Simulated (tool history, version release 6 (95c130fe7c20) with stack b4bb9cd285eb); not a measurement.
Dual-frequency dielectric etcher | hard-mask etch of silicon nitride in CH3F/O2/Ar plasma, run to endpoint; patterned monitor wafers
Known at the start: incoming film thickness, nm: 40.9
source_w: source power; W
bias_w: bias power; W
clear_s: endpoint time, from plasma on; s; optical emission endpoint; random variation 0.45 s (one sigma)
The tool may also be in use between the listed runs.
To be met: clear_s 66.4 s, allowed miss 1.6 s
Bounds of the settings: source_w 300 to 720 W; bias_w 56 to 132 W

run,hour,source_w,bias_w,clear_s
1,0,510,94,48.092
2,8,470,87,51.908
3,13.8,420,87,55.843
4,18,400,86,58.159
5,18.9,400,102,52.711
6,25.3,340,102,59.534
7,30.1,330,100,62.011
8,35.5,300,91,71.201
9,43.9,360,92,60.648
10,52.4,350,92,61.105
11,56.1,340,92,64.03
12,57.5,330,92,64.167

5 next moves are on the table. One of them brings every result within its allowed miss. Which?
A,58.9,300,90,?
B,58.9,320,85,?
C,58.9,340,85,?
D,58.9,350,75,?
E,58.9,300,92,?

move,clear_s
A,71.153
B,69.565
C,66.24
D,69.772
E,70.249
A: takes the result that was furthest off past its target
B: takes the result that was furthest off past its target
C: meets every target
D: takes the result that was furthest off past its target
E: takes the result that was furthest off past its target
Answer: C
